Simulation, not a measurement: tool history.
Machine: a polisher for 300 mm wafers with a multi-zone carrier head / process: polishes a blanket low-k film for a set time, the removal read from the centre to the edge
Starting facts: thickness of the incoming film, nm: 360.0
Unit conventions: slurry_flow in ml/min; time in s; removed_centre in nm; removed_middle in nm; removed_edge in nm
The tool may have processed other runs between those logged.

Run 1, day 0.000: slurry_flow 125 ml/min, centre_zone 1.00, middle_zone 1.00, edge_zone 1.00, slurry_solids 1.00, time 57 s. Result: removed_centre 22.2750 nm, removed_middle 22.6210 nm, removed_edge 23.047 nm.
Run 2, day 0.104: slurry_flow 115 ml/min, centre_zone 0.97, middle_zone 0.97, edge_zone 1.00, slurry_solids 0.90, time 53 s. Result: removed_centre 18.8620 nm, removed_middle 18.7560 nm, removed_edge 20.336 nm.
Run 3, day 0.467: slurry_flow 115 ml/min, centre_zone 0.89, middle_zone 0.97, edge_zone 1.00, slurry_solids 0.90, time 53 s. Result: removed_centre 17.4190 nm, removed_middle 18.7040 nm, removed_edge 19.842 nm.
Run 4, day 0.621: slurry_flow 115 ml/min, centre_zone 0.97, middle_zone 0.97, edge_zone 1.00, slurry_solids 0.90, time 53 s. Result: removed_centre 18.7090 nm, removed_middle 19.1120 nm, removed_edge 20.344 nm.
Run 5, day 0.738: slurry_flow 145 ml/min, centre_zone 0.97, middle_zone 0.97, edge_zone 1.00, slurry_solids 0.90, time 53 s. Result: removed_centre 19.9660 nm, removed_middle 20.0400 nm, removed_edge 21.145 nm.
Run 6, day 0.988: slurry_flow 145 ml/min, centre_zone 0.97, middle_zone 0.97, edge_zone 1.00, slurry_solids 0.70, time 53 s. Result: removed_centre 16.3780 nm, removed_middle 16.8720 nm, removed_edge 16.964 nm.
Run 7, day 1.342: slurry_flow 135 ml/min, centre_zone 0.94, middle_zone 0.95, edge_zone 1.02, slurry_solids 0.65, time 51 s. Result: removed_centre 14.0900 nm, removed_middle 14.1610 nm, removed_edge 15.205 nm.
Run 8, day 1.562: slurry_flow 100 ml/min, centre_zone 0.84, middle_zone 0.96, edge_zone 1.08, slurry_solids 0.50, time 50 s. Result: removed_centre 8.1097 nm, removed_middle 9.6444 nm, removed_edge 10.683 nm.
Run 9, day 1.708: slurry_flow 130 ml/min, centre_zone 0.85, middle_zone 0.86, edge_zone 1.13, slurry_solids 0.55, time 50 s. Result: removed_centre 10.2560 nm, removed_middle 10.6880 nm, removed_edge 13.190 nm.
Run 10, day 1.996: slurry_flow 125 ml/min, centre_zone 0.85, middle_zone 0.86, edge_zone 1.13, slurry_solids 0.55, time 50 s. Result: removed_centre 10.1000 nm, removed_middle 10.5860 nm, removed_edge 12.697 nm.
Run 11, day 2.271: slurry_flow 125 ml/min, centre_zone 0.85, middle_zone 0.86, edge_zone 1.13, slurry_solids 0.55, time 50 s. Result: removed_centre 9.9779 nm, removed_middle 10.4780 nm, removed_edge 12.848 nm.
Run 12, day 2.562: slurry_flow 125 ml/min, centre_zone 0.85, middle_zone 0.86, edge_zone 1.13, slurry_solids 0.55, time 50 s. Result: removed_centre 10.1800 nm, removed_middle 10.3710 nm, removed_edge 12.867 nm.

Run 13 is up next; what results do you expect?
Run 13, day 2.888: slurry_flow 120 ml/min, centre_zone 0.85, middle_zone 0.86, edge_zone 1.13, slurry_solids 0.55, time 50 s. Result: removed_centre ?, removed_middle ?, removed_edge ?.

Run 13 came out at removed_centre 9.6751 nm, removed_middle 10.6620 nm, removed_edge 12.985 nm.
